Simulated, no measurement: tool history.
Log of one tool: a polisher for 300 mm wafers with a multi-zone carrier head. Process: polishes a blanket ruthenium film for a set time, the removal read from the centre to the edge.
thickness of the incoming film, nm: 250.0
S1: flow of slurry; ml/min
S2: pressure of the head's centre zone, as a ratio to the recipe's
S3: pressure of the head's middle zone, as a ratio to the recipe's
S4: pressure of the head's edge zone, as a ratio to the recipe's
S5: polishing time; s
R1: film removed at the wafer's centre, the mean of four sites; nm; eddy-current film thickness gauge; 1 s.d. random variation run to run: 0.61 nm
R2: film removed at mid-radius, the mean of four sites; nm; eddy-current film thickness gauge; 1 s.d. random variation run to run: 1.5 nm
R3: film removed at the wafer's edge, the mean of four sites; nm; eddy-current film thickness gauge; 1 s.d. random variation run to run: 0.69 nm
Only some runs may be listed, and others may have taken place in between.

{"run": 1, "hour": 0.0, "S1": 260, "S2": 1, "S3": 1, "S4": 1, "S5": 77, "R1": 76.434, "R2": 73.584, "R3": 74.44}
{"run": 2, "hour": 7.6, "S1": 260, "S2": 1, "S3": 1, "S4": 1, "S5": 60, "R1": 59.048, "R2": 58.562, "R3": 58.302}
{"run": 3, "hour": 12.6, "S1": 260, "S2": 0.99, "S3": 1.02, "S4": 1.02, "S5": 66, "R1": 64.804, "R2": 63.972, "R3": 64.968}
{"run": 4, "hour": 20.4, "S1": 265, "S2": 0.97, "S3": 1.05, "S4": 1.02, "S5": 71, "R1": 67.781, "R2": 70.554, "R3": 70.808}
{"run": 5, "hour": 24.8, "S1": 275, "S2": 0.97, "S3": 1.07, "S4": 1.03, "S5": 75, "R1": 72.609, "R2": 76.152, "R3": 74.877}
{"run": 6, "hour": 32.7, "S1": 300, "S2": 0.97, "S3": 1.07, "S4": 1.03, "S5": 75, "R1": 73.263, "R2": 77.912, "R3": 75.577}
{"run": 7, "hour": 36.2, "S1": 305, "S2": 0.97, "S3": 1.09, "S4": 1.05, "S5": 78, "R1": 76.822, "R2": 81.494, "R3": 79.587}
{"run": 8, "hour": 42.9, "S1": 310, "S2": 0.96, "S3": 1.11, "S4": 1.06, "S5": 81, "R1": 78.939, "R2": 85.945, "R3": 82.618}
{"run": 9, "hour": 51.0, "S1": 310, "S2": 0.95, "S3": 1.12, "S4": 1.07, "S5": 83, "R1": 80.249, "R2": 87.965, "R3": 83.967}
{"run": 10, "hour": 51.5, "S1": 320, "S2": 0.94, "S3": 1.13, "S4": 1.08, "S5": 85, "R1": 81.394, "R2": 91.699, "R3": 87.787}

Run 11 is up next; what results do you expect?
{"run": 11, "hour": 60.4, "S1": 325, "S2": 0.94, "S3": 1.14, "S4": 1.09, "S5": 87, "R1": "?", "R2": "?", "R3": "?"}

Run 11 yielded R1 83.402 nm, R2 94.025 nm, R3 90.869 nm.
